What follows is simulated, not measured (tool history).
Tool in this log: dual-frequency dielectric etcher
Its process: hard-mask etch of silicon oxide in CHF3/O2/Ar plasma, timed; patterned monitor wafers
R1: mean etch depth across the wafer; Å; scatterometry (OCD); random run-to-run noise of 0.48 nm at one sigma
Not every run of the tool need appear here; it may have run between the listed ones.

{"run": 1, "hour": 0.0, "source power (W)": 710, "bias power (W)": 211, "etch time (s)": 30.5, "R1": 645.37}
{"run": 2, "hour": 1.7, "source power (W)": 820, "bias power (W)": 211, "etch time (s)": 30.5, "R1": 697.89}
{"run": 3, "hour": 7.9, "source power (W)": 820, "bias power (W)": 211, "etch time (s)": 32, "R1": 728.01}
{"run": 4, "hour": 15.6, "source power (W)": 820, "bias power (W)": 211, "etch time (s)": 30.5, "R1": 691.35}
{"run": 5, "hour": 19.0, "source power (W)": 870, "bias power (W)": 211, "etch time (s)": 30.5, "R1": 716.56}
{"run": 6, "hour": 23.1, "source power (W)": 890, "bias power (W)": 213, "etch time (s)": 30.5, "R1": 734.39}
{"run": 7, "hour": 24.7, "source power (W)": 910, "bias power (W)": 214, "etch time (s)": 30.5, "R1": 734.59}
{"run": 8, "hour": 28.1, "source power (W)": 910, "bias power (W)": 214, "etch time (s)": 30.5, "R1": 735.74}
{"run": 9, "hour": 30.7, "source power (W)": 920, "bias power (W)": 216, "etch time (s)": 30.5, "R1": 734.18}
{"run": 10, "hour": 36.5, "source power (W)": 930, "bias power (W)": 219, "etch time (s)": 30.5, "R1": 747.08}
{"run": 11, "hour": 42.9, "source power (W)": 940, "bias power (W)": 221, "etch time (s)": 30.5, "R1": 741.32}

Run 12 has not been measured yet. What should we expect?
{"run": 12, "hour": 49.6, "source power (W)": 950, "bias power (W)": 221, "etch time (s)": 30.5, "R1": "?"}

{"run 12": {"R1": 758}}
